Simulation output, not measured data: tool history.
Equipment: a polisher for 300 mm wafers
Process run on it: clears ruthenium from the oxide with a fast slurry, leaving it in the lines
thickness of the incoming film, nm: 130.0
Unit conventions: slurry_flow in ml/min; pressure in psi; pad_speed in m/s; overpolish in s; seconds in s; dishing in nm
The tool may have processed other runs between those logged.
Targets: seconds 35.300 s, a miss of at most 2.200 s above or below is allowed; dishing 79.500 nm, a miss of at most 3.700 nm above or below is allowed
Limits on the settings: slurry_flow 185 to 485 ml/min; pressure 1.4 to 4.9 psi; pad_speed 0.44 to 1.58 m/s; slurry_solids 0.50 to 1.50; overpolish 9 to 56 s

| run | day | slurry_flow | pressure | pad_speed | slurry_solids | overpolish | seconds | dishing |
|---|---|---|---|---|---|---|---|---|
| 1 | 0.000 | 310 | 3.1 | 1.00 | 1.00 | 29 | 26.431 | 81.172 |
| 2 | 0.329 | 310 | 3.0 | 1.00 | 1.00 | 30 | 27.106 | 80.134 |
| 3 | 0.579 | 310 | 2.9 | 1.00 | 1.00 | 31 | 27.791 | 81.454 |
| 4 | 0.696 | 310 | 2.9 | 1.00 | 1.00 | 42 | 28.375 | 93.571 |
| 5 | 0.771 | 310 | 2.8 | 1.00 | 1.00 | 42 | 28.764 | 93.495 |
| 6 | 0.938 | 310 | 2.8 | 1.00 | 0.90 | 42 | 30.378 | 93.605 |
| 7 | 1.171 | 310 | 2.7 | 1.00 | 0.90 | 41 | 30.764 | 89.924 |
| 8 | 1.271 | 310 | 2.6 | 1.00 | 0.90 | 41 | 31.883 | 86.921 |
| 9 | 1.400 | 310 | 2.5 | 1.00 | 0.90 | 41 | 33.641 | 84.071 |

Exercise: of the 4 proposed moves below, exactly one satisfies all targets within the stated allowed misses. Which move is it?
| A | 1.529 | 260 | 1.9 | 1.14 | 1.10 | 38 | ? | ? |
| B | 1.529 | 255 | 2.1 | 1.04 | 0.75 | 44 | ? | ? |
| C | 1.529 | 365 | 2.8 | 0.90 | 1.05 | 37 | ? | ? |
| D | 1.529 | 290 | 2.5 | 0.94 | 0.90 | 30 | ? | ? |

| move | seconds | dishing |
|---|---|---|
| A | 36.623 | 79.905 |
| B | 40.996 | 81.429 |
| C | 31.311 | 85.736 |
| D | 35.752 | 70.342 |
A: every result within its allowed miss
B: the furthest-off result lands on target, but another misses its tolerance
C: lands further from the targets than the last run did
D: the result that was furthest off in the last run now lies on the other side of its target
Go with A: it meets all targets.
